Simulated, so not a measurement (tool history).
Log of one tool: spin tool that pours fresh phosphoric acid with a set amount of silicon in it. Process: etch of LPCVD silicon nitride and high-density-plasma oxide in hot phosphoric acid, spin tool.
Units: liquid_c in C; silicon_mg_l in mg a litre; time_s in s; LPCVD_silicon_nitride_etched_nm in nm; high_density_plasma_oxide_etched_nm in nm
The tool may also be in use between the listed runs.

run	hour	liquid_c	silicon_mg_l	time_s	LPCVD_silicon_nitride_etched_nm	high_density_plasma_oxide_etched_nm
1	0.0	160.0	11.5	180	12.538	0.36602
2	1.4	159.5	9.5	165	11.330	0.36448
3	9.6	159.5	14.5	165	11.232	0.32928
4	10.4	158.5	14.5	165	10.886	0.29101
5	12.6	160.0	14.5	165	11.495	0.32820
# hour 18.2: heated supply line repaired
6	18.2	160.0	18.0	165	12.754	0.38614
7	26.5	160.0	13.5	160	12.402	0.40629

Run 8 comes next. What will it give?
8	29.8	159.5	11.0	150	?	?

Run 8 gave LPCVD_silicon_nitride_etched_nm 11.483 nm, high_density_plasma_oxide_etched_nm 0.42562 nm.
